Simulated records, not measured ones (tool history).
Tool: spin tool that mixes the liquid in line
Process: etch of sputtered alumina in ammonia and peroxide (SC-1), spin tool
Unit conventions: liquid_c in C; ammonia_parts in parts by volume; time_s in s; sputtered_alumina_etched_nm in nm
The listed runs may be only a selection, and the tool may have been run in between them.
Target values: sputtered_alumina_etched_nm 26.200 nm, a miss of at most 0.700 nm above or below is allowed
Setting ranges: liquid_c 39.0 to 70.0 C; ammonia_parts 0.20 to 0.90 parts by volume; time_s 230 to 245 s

run	hour	liquid_c	ammonia_parts	time_s	sputtered_alumina_etched_nm
1	0.0	55.0	0.50	230	17.180
2	7.0	59.5	0.50	230	21.750
3	15.9	59.5	0.50	230	21.981
4	23.6	59.5	0.50	230	21.836
5	25.7	60.0	0.50	230	22.103
6	31.7	60.5	0.50	230	22.886
7	34.9	61.0	0.50	230	23.606
8	43.5	61.5	0.50	230	24.159
9	51.9	62.5	0.50	230	25.063

Exercise: of the 5 proposed moves below, exactly one satisfies all targets within the stated allowed misses. Which move is it?
A	60.3	60.5	0.45	240	?
B	60.3	61.0	0.45	235	?
C	60.3	60.0	0.55	235	?
D	60.3	61.0	0.50	240	?
E	60.3	61.5	0.55	245	?

move	sputtered_alumina_etched_nm
A	23.456
B	23.561
C	22.815
D	24.303
E	25.678
A: further off than the last run
B: further off than the last run
C: further off than the last run
D: further off than the last run
E: all results land within tolerance of their targets
The move that meets every target is E.
